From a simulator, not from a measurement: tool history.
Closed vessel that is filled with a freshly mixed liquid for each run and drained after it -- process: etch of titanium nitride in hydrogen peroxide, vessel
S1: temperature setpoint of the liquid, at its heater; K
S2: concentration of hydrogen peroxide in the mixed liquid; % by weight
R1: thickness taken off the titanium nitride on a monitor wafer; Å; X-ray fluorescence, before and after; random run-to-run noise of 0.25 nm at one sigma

{"run": 1, "hour": 0.0, "S1": 321.15, "S2": 15, "time in the liquid (s)": 530, "R1": 170.99}
{"run": 2, "hour": 2.6, "S1": 322.65, "S2": 15, "time in the liquid (s)": 530, "R1": 190.13}
{"run": 3, "hour": 7.0, "S1": 324.15, "S2": 15, "time in the liquid (s)": 530, "R1": 212.48}
{"run": 4, "hour": 15.6, "S1": 325.15, "S2": 15, "time in the liquid (s)": 530, "R1": 233.27}
{"run": 5, "hour": 17.4, "S1": 325.15, "S2": 12.5, "time in the liquid (s)": 530, "R1": 222.2}
{"run": 6, "hour": 23.9, "S1": 326.15, "S2": 12.5, "time in the liquid (s)": 530, "R1": 240.06}
{"run": 7, "hour": 29.4, "S1": 326.65, "S2": 12.5, "time in the liquid (s)": 530, "R1": 245.4}
{"run": 8, "hour": 36.5, "S1": 327.15, "S2": 12.5, "time in the liquid (s)": 530, "R1": 250.26}

Run 9 is up next; what results do you expect?
{"run": 9, "hour": 39.5, "S1": 327.65, "S2": 12.5, "time in the liquid (s)": 530, "R1": "?"}

R1: 261.83 Å

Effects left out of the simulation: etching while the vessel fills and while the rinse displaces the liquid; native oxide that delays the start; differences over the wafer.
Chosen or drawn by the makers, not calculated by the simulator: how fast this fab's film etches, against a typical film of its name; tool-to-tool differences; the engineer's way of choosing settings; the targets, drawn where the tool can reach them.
